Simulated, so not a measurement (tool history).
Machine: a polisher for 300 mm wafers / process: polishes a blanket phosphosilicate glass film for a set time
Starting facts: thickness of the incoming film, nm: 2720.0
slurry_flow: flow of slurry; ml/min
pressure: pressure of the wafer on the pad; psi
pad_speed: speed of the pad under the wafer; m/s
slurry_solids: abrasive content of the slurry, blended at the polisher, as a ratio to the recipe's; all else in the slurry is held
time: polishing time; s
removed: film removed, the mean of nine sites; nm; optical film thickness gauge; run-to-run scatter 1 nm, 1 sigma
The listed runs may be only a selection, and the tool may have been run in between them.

{"run": 1, "hour": 0.0, "slurry_flow": 255, "pressure": 3.8, "pad_speed": 1.2, "slurry_solids": 1.0, "time": 21, "removed": 238.73}
{"run": 2, "hour": 2.1, "slurry_flow": 255, "pressure": 2.9, "pad_speed": 1.2, "slurry_solids": 1.0, "time": 21, "removed": 186.25}
{"run": 3, "hour": 5.7, "slurry_flow": 255, "pressure": 3.4, "pad_speed": 1.2, "slurry_solids": 1.0, "time": 21, "removed": 211.68}
{"run": 4, "hour": 7.6, "slurry_flow": 250, "pressure": 3.0, "pad_speed": 1.2, "slurry_solids": 1.0, "time": 21, "removed": 190.16}
{"run": 5, "hour": 14.2, "slurry_flow": 245, "pressure": 2.7, "pad_speed": 1.2, "slurry_solids": 1.0, "time": 21, "removed": 170.91}
{"run": 6, "hour": 17.3, "slurry_flow": 205, "pressure": 2.7, "pad_speed": 1.2, "slurry_solids": 1.0, "time": 21, "removed": 167.63}
{"run": 7, "hour": 25.1, "slurry_flow": 195, "pressure": 2.6, "pad_speed": 1.2, "slurry_solids": 1.0, "time": 21, "removed": 160.09}
{"run": 8, "hour": 31.4, "slurry_flow": 170, "pressure": 2.2, "pad_speed": 1.2, "slurry_solids": 1.0, "time": 21, "removed": 133.96}
{"run": 9, "hour": 32.2, "slurry_flow": 185, "pressure": 2.2, "pad_speed": 1.2, "slurry_solids": 1.0, "time": 21, "removed": 134.21}
{"run": 10, "hour": 33.8, "slurry_flow": 200, "pressure": 2.2, "pad_speed": 1.2, "slurry_solids": 1.0, "time": 21, "removed": 138.38}
{"run": 11, "hour": 34.7, "slurry_flow": 210, "pressure": 2.2, "pad_speed": 1.2, "slurry_solids": 1.0, "time": 21, "removed": 137.44}

Estimate the outcome of run 12 from the log above:
{"run": 12, "hour": 42.7, "slurry_flow": 220, "pressure": 2.2, "pad_speed": 1.2, "slurry_solids": 1.0, "time": 21, "removed": "?"}

removed: 138.26 nm
